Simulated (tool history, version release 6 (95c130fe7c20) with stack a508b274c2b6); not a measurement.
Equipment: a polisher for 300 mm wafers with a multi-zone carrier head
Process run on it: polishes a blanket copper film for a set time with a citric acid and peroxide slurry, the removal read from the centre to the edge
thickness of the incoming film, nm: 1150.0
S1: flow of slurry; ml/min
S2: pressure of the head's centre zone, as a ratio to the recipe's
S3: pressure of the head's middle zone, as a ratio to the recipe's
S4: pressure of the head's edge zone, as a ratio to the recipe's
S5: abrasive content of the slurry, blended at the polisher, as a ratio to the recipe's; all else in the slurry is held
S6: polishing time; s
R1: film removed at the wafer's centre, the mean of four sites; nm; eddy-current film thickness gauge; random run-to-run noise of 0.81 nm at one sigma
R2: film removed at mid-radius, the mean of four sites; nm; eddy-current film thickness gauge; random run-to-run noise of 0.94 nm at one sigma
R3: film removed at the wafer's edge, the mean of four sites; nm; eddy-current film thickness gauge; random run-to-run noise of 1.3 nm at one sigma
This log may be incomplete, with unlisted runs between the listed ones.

Run 1, day 0: S1 255 ml/min, S2 1, S3 1, S4 1, S5 1, S6 85 s. Result: R1 205.33 nm, R2 194.61 nm, R3 194.17 nm.
Run 2, day 0.242: S1 215 ml/min, S2 1, S3 1, S4 1, S5 1, S6 85 s. Result: R1 200.1 nm, R2 189.06 nm, R3 187.03 nm.
Run 3, day 0.45: S1 215 ml/min, S2 1, S3 1, S4 1, S5 1.1, S6 85 s. Result: R1 206.19 nm, R2 191.3 nm, R3 191.17 nm.
Run 4, day 0.596: S1 215 ml/min, S2 1, S3 1, S4 0.95, S5 1.1, S6 85 s. Result: R1 203.67 nm, R2 190.81 nm, R3 190.95 nm.
Run 5, day 0.725: S1 215 ml/min, S2 1, S3 1, S4 0.95, S5 1, S6 85 s. Result: R1 199.41 nm, R2 189.93 nm, R3 188.74 nm.
Run 6, day 0.783: S1 215 ml/min, S2 1, S3 1, S4 0.95, S5 1, S6 71 s. Result: R1 167.15 nm, R2 157.6 nm, R3 157.97 nm.
Run 7, day 1.029: S1 225 ml/min, S2 1.1, S3 0.9, S4 0.95, S5 0.75, S6 48 s. Result: R1 117.09 nm, R2 92.381 nm, R3 100.6 nm.
At day 1.171: edge zone pressure recalibrated.
Run 8, day 1.171: S1 245 ml/min, S2 1.12, S3 0.89, S4 1.01, S5 0.8, S6 48 s. Result: R1 123.17 nm, R2 95.396 nm, R3 106.15 nm.
Run 9, day 1.529: S1 260 ml/min, S2 1.14, S3 0.88, S4 1.04, S5 0.8, S6 48 s. Result: R1 125.62 nm, R2 92.2 nm, R3 109.96 nm.
Run 10, day 1.842: S1 275 ml/min, S2 1.15, S3 0.89, S4 1.04, S5 0.8, S6 48 s. Result: R1 126.74 nm, R2 95.042 nm, R3 110.03 nm.

What will run 11 give?
Run 11, day 2.088: S1 280 ml/min, S2 1.16, S3 0.89, S4 1.05, S5 0.8, S6 48 s. Result: R1 ?, R2 ?, R3 ?.

{"run 11": {"R1": 128.91, "R2": 95.791, "R3": 112.46}}

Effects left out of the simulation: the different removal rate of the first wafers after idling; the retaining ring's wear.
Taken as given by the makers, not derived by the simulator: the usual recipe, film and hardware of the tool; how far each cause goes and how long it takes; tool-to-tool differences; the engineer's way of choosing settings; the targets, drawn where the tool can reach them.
